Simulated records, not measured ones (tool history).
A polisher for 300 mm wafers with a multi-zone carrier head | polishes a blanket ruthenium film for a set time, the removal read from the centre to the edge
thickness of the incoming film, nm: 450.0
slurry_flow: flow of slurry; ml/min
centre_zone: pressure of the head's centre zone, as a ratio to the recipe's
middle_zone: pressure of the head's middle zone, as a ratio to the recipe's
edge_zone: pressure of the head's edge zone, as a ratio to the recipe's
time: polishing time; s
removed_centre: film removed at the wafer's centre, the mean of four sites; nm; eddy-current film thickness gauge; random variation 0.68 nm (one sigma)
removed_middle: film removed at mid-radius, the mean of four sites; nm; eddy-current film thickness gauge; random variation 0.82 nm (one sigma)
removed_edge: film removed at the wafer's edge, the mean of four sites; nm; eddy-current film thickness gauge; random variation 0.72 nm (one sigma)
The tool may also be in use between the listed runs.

run,hour,slurry_flow,centre_zone,middle_zone,edge_zone,time,removed_centre,removed_middle,removed_edge
1,0.0,190,1.00,1.00,1.00,69,97.912,97.333,97.444
2,6.2,190,1.00,1.01,0.98,68,96.693,97.399,96.810
3,10.4,190,1.00,1.01,1.05,68,96.222,97.479,97.692
4,16.8,190,1.01,1.03,1.03,66,94.712,95.555,94.111
5,18.0,190,1.01,1.03,1.03,57,81.460,82.643,82.045
6,19.0,190,1.01,1.03,1.03,41,59.753,59.378,58.742
7,27.3,200,1.02,1.05,1.02,42,61.120,63.140,60.365
8,36.2,205,1.04,1.07,1.03,43,63.398,65.242,61.621
9,41.2,210,1.05,1.08,1.03,44,67.021,68.710,64.579
10,46.8,220,1.06,1.09,1.02,45,69.293,69.075,65.377
11,55.2,210,1.06,1.10,1.00,47,71.880,74.593,67.096

The next listed run, before its measurement:
12,58.0,210,1.06,1.11,1.00,48,?,?,?

removed_centre: 74.612 nm
removed_middle: 75.544 nm
removed_edge: 69.020 nm
